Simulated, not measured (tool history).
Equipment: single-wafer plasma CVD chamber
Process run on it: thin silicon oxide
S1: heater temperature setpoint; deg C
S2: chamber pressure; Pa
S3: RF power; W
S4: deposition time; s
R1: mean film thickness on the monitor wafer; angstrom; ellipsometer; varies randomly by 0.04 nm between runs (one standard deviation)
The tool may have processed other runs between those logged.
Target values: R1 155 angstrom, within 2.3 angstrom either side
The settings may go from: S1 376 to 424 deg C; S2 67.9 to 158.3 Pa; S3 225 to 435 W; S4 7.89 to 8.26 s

Run 1, hour 0: S1 400 deg C, S2 113.1 Pa, S3 330 W, S4 8.26 s. Result: R1 169.39 angstrom.
Run 2, hour 0.5: S1 400 deg C, S2 113.1 Pa, S3 330 W, S4 7.89 s. Result: R1 161.73 angstrom.
Run 3, hour 6.2: S1 400 deg C, S2 112.4 Pa, S3 330 W, S4 7.89 s. Result: R1 160.64 angstrom.
Run 4, hour 10: S1 400 deg C, S2 111.9 Pa, S3 330 W, S4 7.89 s. Result: R1 159.6 angstrom.
Run 5, hour 11: S1 400 deg C, S2 111.9 Pa, S3 360 W, S4 7.89 s. Result: R1 165.06 angstrom.
Run 6, hour 13: S1 400 deg C, S2 110.9 Pa, S3 360 W, S4 7.89 s. Result: R1 163.74 angstrom.
Run 7, hour 19.8: S1 400 deg C, S2 110.1 Pa, S3 360 W, S4 7.89 s. Result: R1 163.31 angstrom.
At hour 24.2: thermocouple changed; heater temperature recalibrated.
Run 8, hour 24.2: S1 400 deg C, S2 109.3 Pa, S3 360 W, S4 7.89 s. Result: R1 162.94 angstrom.
Run 9, hour 30.1: S1 400 deg C, S2 108.5 Pa, S3 360 W, S4 7.89 s. Result: R1 161.99 angstrom.
Run 10, hour 36.1: S1 400 deg C, S2 107.9 Pa, S3 360 W, S4 7.89 s. Result: R1 161.77 angstrom.

Which of these 4 next moves meets every target?
Run A, hour 42.1: S1 388 deg C, S2 106.9 Pa, S3 360 W, S4 7.89 s. Result: R1 ?.
Run B, hour 42.1: S1 407 deg C, S2 104.1 Pa, S3 395 W, S4 8.26 s. Result: R1 ?.
Run C, hour 42.1: S1 400 deg C, S2 115.9 Pa, S3 325 W, S4 8.26 s. Result: R1 ?.
Run D, hour 42.1: S1 403 deg C, S2 106 Pa, S3 340 W, S4 7.89 s. Result: R1 ?.

move      R1
   A  161.43
   B  168.38
   C  171.48
   D  155.81
A: better than the last run, though not everything is in spec
B: misses by more than the last run did
C: misses by more than the last run did
D: hits every target within its allowed miss
Correct choice: D, which meets every target
